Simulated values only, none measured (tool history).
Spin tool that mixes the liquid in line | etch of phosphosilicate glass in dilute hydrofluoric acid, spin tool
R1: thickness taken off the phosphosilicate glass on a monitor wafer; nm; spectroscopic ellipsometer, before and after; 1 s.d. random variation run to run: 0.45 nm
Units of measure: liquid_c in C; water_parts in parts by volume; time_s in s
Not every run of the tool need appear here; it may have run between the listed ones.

Run 1, hour 0.0: liquid_c 21.0 C, water_parts 50 parts by volume, time_s 55 s. Result: R1 87.233 nm.
Run 2, hour 6.0: liquid_c 21.0 C, water_parts 50 parts by volume, time_s 60 s. Result: R1 97.104 nm.
Run 3, hour 11.3: liquid_c 21.0 C, water_parts 45 parts by volume, time_s 60 s. Result: R1 109.740 nm.
Run 4, hour 14.5: liquid_c 20.0 C, water_parts 50 parts by volume, time_s 60 s. Result: R1 92.944 nm.
Run 5, hour 20.7: liquid_c 19.5 C, water_parts 55 parts by volume, time_s 60 s. Result: R1 81.931 nm.
Run 6, hour 21.3: liquid_c 19.0 C, water_parts 60 parts by volume, time_s 60 s. Result: R1 72.856 nm.
Run 7, hour 24.1: liquid_c 18.5 C, water_parts 60 parts by volume, time_s 60 s. Result: R1 72.786 nm.

The next listed run, before its measurement:
Run 8, hour 30.7: liquid_c 18.0 C, water_parts 65 parts by volume, time_s 60 s. Result: R1 ?.

R1: 64.405 nm

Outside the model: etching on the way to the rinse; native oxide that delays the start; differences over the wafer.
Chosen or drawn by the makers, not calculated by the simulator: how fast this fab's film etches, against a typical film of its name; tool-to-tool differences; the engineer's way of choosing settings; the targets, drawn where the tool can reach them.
